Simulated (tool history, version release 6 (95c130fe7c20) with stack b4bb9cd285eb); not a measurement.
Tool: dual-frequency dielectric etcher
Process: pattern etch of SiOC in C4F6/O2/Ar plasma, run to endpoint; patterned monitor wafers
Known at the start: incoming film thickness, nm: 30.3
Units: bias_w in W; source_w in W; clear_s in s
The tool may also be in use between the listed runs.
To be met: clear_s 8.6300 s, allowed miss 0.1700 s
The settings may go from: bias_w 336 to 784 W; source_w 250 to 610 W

run	hour	bias_w	source_w	clear_s
1	0.0	560	430	9.3849
2	5.0	587	430	9.1376
3	8.3	603	430	8.9097
4	15.3	610	430	8.9504
5	18.9	610	390	9.3319
6	24.3	631	390	9.3082
7	28.4	655	390	9.0732
8	29.6	670	390	9.0616
9	36.0	687	390	8.8220
10	42.1	693	390	8.7613

Which of these 5 next moves meets every target?
A	48.2	729	360	?
B	48.2	763	370	?
C	48.2	661	390	?
D	48.2	726	350	?
E	48.2	620	420	?

move	clear_s
A	8.9449
B	8.6366
C	9.0183
D	9.0874
E	8.9783
A: further off than the last run
B: meets every target
C: further off than the last run
D: further off than the last run
E: further off than the last run
Move B is the one to make.
